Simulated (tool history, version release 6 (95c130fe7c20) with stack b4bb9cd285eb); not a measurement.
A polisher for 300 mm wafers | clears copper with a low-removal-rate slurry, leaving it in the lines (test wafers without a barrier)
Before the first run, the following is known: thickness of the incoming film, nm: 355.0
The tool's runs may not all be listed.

| run | hour | flow of slurry (ml/min) | pressure of the wafer on the pad (psi) | speed of the pad under the wafer (m/s) | abrasive content of the slurry | overpolish time after the end point (s) | time until the end point was called (s) | dishing of a wide line in a test structure (Å) |
|---|---|---|---|---|---|---|---|---|
| 1 | 0.0 | 315 | 2.2 | 0.96 | 1.00 | 8 | 179.92 | 123.00 |
| 2 | 4.1 | 315 | 2.2 | 0.96 | 1.15 | 8 | 166.68 | 126.94 |
| 3 | 12.2 | 315 | 2.3 | 0.96 | 1.10 | 9 | 161.31 | 142.74 |
| 4 | 14.1 | 315 | 2.4 | 0.96 | 1.05 | 10 | 158.30 | 159.78 |
| 5 | 21.4 | 315 | 2.5 | 0.96 | 1.05 | 11 | 154.58 | 181.79 |
| 6 | 24.7 | 315 | 2.5 | 0.96 | 1.05 | 13 | 152.61 | 204.44 |
| 7 | 29.5 | 315 | 2.6 | 0.96 | 1.05 | 13 | 148.44 | 214.23 |

Estimate the outcome of run 8 from the log above:
| 8 | 34.0 | 315 | 2.7 | 0.96 | 1.05 | 13 | ? | ? |

{"run 8": {"time until the end point was called (s)": 143.47, "dishing of a wide line in a test structure (Å)": 212.14}}
